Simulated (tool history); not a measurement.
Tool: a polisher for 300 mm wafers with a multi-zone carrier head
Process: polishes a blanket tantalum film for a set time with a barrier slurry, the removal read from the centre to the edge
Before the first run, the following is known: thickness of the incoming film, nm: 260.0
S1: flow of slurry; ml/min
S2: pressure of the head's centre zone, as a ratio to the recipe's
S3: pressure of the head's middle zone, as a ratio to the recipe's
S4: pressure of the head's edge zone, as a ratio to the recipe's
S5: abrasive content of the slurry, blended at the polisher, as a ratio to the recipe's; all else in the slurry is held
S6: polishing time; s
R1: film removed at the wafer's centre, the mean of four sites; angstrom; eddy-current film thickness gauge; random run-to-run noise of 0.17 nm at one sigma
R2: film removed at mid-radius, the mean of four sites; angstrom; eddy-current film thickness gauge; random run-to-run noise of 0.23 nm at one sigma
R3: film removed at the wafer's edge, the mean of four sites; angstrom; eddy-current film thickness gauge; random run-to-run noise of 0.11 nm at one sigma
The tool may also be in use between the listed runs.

{"run": 1, "hour": 0.0, "S1": 130, "S2": 1, "S3": 1, "S4": 1, "S5": 1, "S6": 43, "R1": 349.66, "R2": 334.2, "R3": 343.98}
{"run": 2, "hour": 3.2, "S1": 130, "S2": 1, "S3": 0.92, "S4": 1, "S5": 1, "S6": 43, "R1": 353.43, "R2": 318.06, "R3": 341.02}
{"run": 3, "hour": 10.8, "S1": 130, "S2": 1, "S3": 0.92, "S4": 1.05, "S5": 1, "S6": 43, "R1": 343.24, "R2": 306.04, "R3": 350.21}
{"run": 4, "hour": 13.4, "S1": 130, "S2": 1.09, "S3": 0.92, "S4": 1.05, "S5": 1, "S6": 43, "R1": 382.4, "R2": 313.81, "R3": 349.95}
{"run": 5, "hour": 17.4, "S1": 120, "S2": 1.03, "S3": 0.93, "S4": 1.03, "S5": 0.9, "S6": 38, "R1": 304.88, "R2": 262.49, "R3": 293.76}
{"run": 6, "hour": 25.2, "S1": 120, "S2": 1.03, "S3": 0.93, "S4": 1.07, "S5": 0.9, "S6": 38, "R1": 302.88, "R2": 272.45, "R3": 299.96}

Run 7 has not been measured yet. What should we expect?
{"run": 7, "hour": 31.1, "S1": 85, "S2": 0.93, "S3": 0.99, "S4": 0.97, "S5": 0.65, "S6": 26, "R1": "?", "R2": "?", "R3": "?"}

R1: 149.65 angstrom
R2: 163.81 angstrom
R3: 169.1 angstrom
